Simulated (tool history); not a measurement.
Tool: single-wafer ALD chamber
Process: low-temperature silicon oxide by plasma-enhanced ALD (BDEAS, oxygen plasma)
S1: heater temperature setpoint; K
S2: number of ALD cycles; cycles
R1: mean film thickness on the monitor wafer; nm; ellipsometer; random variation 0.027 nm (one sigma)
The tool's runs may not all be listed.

{"run": 1, "hour": 0.0, "S1": 388.15, "S2": 39, "R1": 5.3549}
{"run": 2, "hour": 2.3, "S1": 397.15, "S2": 39, "R1": 5.2723}
{"run": 3, "hour": 5.1, "S1": 396.15, "S2": 39, "R1": 5.2914}
{"run": 4, "hour": 6.0, "S1": 395.15, "S2": 39, "R1": 5.2887}
{"run": 5, "hour": 10.6, "S1": 387.15, "S2": 39, "R1": 5.3592}
{"run": 6, "hour": 14.7, "S1": 397.15, "S2": 39, "R1": 5.2693}
{"run": 7, "hour": 16.7, "S1": 396.15, "S2": 39, "R1": 5.2843}

Forecast run 8:
{"run": 8, "hour": 21.8, "S1": 385.15, "S2": 44, "R1": "?"}

R1: 6.0844 nm
